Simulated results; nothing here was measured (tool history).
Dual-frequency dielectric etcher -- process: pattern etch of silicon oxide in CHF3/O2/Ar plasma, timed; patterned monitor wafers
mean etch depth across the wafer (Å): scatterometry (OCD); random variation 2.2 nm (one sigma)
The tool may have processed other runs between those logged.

run,hour,source power (W),bias power (W),etch time (s),mean etch depth across the wafer (Å)
1,0.0,680,175,432.5,9015.2
2,3.2,610,158,430.5,8184.0
3,6.6,560,154,430.0,7708.0
4,8.0,530,153,430.0,7384.7
5,8.9,510,153,430.0,7218.7
6,14.0,510,153,432.5,7286.1
7,15.9,500,153,432.5,7182.2
8,24.6,500,153,432.5,7152.9

Run 9 comes next. What will it give?
9,27.7,490,153,432.5,?

Run 9 measured mean etch depth across the wafer (Å) 7027.9.
